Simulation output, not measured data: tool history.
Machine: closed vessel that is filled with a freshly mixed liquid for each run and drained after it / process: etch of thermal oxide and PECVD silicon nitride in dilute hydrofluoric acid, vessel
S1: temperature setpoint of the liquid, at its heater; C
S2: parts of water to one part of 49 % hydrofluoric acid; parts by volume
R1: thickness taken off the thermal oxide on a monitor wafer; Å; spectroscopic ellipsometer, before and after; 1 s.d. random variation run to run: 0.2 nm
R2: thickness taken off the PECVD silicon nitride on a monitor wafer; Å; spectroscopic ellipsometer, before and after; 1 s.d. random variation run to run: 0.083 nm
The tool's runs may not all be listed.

{"run": 1, "hour": 0.0, "S1": 21, "S2": 150, "time in the liquid (s)": 695, "R1": 190.09, "R2": 197.08}
{"run": 2, "hour": 3.1, "S1": 20.5, "S2": 145, "time in the liquid (s)": 685, "R1": 189.99, "R2": 192.13}
{"run": 3, "hour": 4.7, "S1": 20, "S2": 140, "time in the liquid (s)": 675, "R1": 194.33, "R2": 189.86}
{"run": 4, "hour": 9.7, "S1": 20, "S2": 135, "time in the liquid (s)": 670, "R1": 198.31, "R2": 195.82}
{"run": 5, "hour": 16.8, "S1": 20, "S2": 135, "time in the liquid (s)": 895, "R1": 266.46, "R2": 258.64}
{"run": 6, "hour": 18.9, "S1": 19.5, "S2": 135, "time in the liquid (s)": 895, "R1": 258.81, "R2": 251.68}
{"run": 7, "hour": 22.4, "S1": 19, "S2": 135, "time in the liquid (s)": 890, "R1": 251.7, "R2": 243.27}
{"run": 8, "hour": 30.2, "S1": 18.5, "S2": 135, "time in the liquid (s)": 880, "R1": 242.23, "R2": 233.07}

Estimate the outcome of run 9 from the log above:
{"run": 9, "hour": 31.7, "S1": 18.5, "S2": 135, "time in the liquid (s)": 865, "R1": "?", "R2": "?"}

R1: 240.87 Å
R2: 228.02 Å
